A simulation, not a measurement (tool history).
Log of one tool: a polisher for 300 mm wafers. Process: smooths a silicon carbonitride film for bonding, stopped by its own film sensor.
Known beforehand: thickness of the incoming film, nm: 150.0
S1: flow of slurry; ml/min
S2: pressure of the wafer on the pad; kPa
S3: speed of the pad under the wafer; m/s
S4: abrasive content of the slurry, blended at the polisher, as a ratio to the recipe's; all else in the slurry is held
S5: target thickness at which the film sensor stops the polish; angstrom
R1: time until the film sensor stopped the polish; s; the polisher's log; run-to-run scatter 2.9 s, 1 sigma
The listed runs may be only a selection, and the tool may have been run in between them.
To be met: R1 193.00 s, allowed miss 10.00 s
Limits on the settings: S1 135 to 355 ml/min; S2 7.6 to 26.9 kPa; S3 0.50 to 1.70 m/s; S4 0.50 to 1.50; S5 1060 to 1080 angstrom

{"run": 1, "hour": 0.0, "S1": 225, "S2": 17.2, "S3": 1.1, "S4": 1.0, "S5": 1080, "R1": 122.91}
{"run": 2, "hour": 6.7, "S1": 225, "S2": 17.2, "S3": 1.1, "S4": 0.85, "S5": 1080, "R1": 133.89}
{"run": 3, "hour": 8.1, "S1": 225, "S2": 17.2, "S3": 1.3, "S4": 0.85, "S5": 1080, "R1": 114.95}
{"run": 4, "hour": 14.7, "S1": 225, "S2": 15.2, "S3": 1.28, "S4": 0.85, "S5": 1080, "R1": 132.37}
{"run": 5, "hour": 16.2, "S1": 225, "S2": 15.2, "S3": 1.28, "S4": 0.9, "S5": 1080, "R1": 131.47}
{"run": 6, "hour": 17.5, "S1": 225, "S2": 13.8, "S3": 1.28, "S4": 0.9, "S5": 1080, "R1": 142.95}
{"run": 7, "hour": 23.8, "S1": 225, "S2": 12.4, "S3": 1.28, "S4": 0.9, "S5": 1080, "R1": 155.77}
{"run": 8, "hour": 25.9, "S1": 225, "S2": 11.7, "S3": 1.28, "S4": 0.9, "S5": 1080, "R1": 168.46}
{"run": 9, "hour": 33.8, "S1": 225, "S2": 11.0, "S3": 1.28, "S4": 0.9, "S5": 1080, "R1": 176.39}

Pick the move, out of 5, that brings all results within their allowed miss; only one does.
{"run": "A", "hour": 41.7, "S1": 225, "S2": 11.7, "S3": 1.52, "S4": 0.7, "S5": 1070, "R1": "?"}
{"run": "B", "hour": 41.7, "S1": 195, "S2": 12.4, "S3": 1.3, "S4": 0.95, "S5": 1080, "R1": "?"}
{"run": "C", "hour": 41.7, "S1": 215, "S2": 9.7, "S3": 1.26, "S4": 1.0, "S5": 1070, "R1": "?"}
{"run": "D", "hour": 41.7, "S1": 230, "S2": 12.4, "S3": 1.3, "S4": 0.85, "S5": 1080, "R1": "?"}
{"run": "E", "hour": 41.7, "S1": 240, "S2": 10.3, "S3": 1.4, "S4": 0.95, "S5": 1060, "R1": "?"}

move=A R1=173.17
move=B R1=152.52
move=C R1=195.26
move=D R1=159.25
move=E R1=174.54
A: the biggest miss grows against the last run
B: the biggest miss grows against the last run
C: all results in spec
D: the biggest miss grows against the last run
E: the biggest miss grows against the last run
The right move is C.

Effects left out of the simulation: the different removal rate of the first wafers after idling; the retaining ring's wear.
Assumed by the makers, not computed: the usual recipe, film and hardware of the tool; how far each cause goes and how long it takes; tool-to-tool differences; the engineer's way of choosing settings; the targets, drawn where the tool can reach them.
